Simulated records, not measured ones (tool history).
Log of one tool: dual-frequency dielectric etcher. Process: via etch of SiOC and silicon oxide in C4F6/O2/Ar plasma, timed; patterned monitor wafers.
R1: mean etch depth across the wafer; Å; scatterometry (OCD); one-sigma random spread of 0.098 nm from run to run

{"run": 1, "hour": 0.0, "source power (kW)": 0.28, "bias power (kW)": 0.172, "etch time (s)": 38.0, "R1": 388.15}
{"run": 2, "hour": 9.0, "source power (kW)": 0.28, "bias power (kW)": 0.172, "etch time (s)": 38.0, "R1": 386.97}
{"run": 3, "hour": 11.4, "source power (kW)": 0.28, "bias power (kW)": 0.188, "etch time (s)": 38.0, "R1": 405.53}
{"run": 4, "hour": 13.6, "source power (kW)": 0.28, "bias power (kW)": 0.168, "etch time (s)": 38.0, "R1": 386.46}
{"run": 5, "hour": 19.9, "source power (kW)": 0.28, "bias power (kW)": 0.168, "etch time (s)": 35.0, "R1": 354.67}
{"run": 6, "hour": 23.3, "source power (kW)": 0.24, "bias power (kW)": 0.168, "etch time (s)": 35.0, "R1": 328.61}
{"run": 7, "hour": 24.9, "source power (kW)": 0.28, "bias power (kW)": 0.176, "etch time (s)": 35.0, "R1": 362.65}

What does the tool deliver on the next run?
{"run": 8, "hour": 27.5, "source power (kW)": 0.31, "bias power (kW)": 0.187, "etch time (s)": 35.5, "R1": "?"}

{"run 8": {"R1": 397.14}}
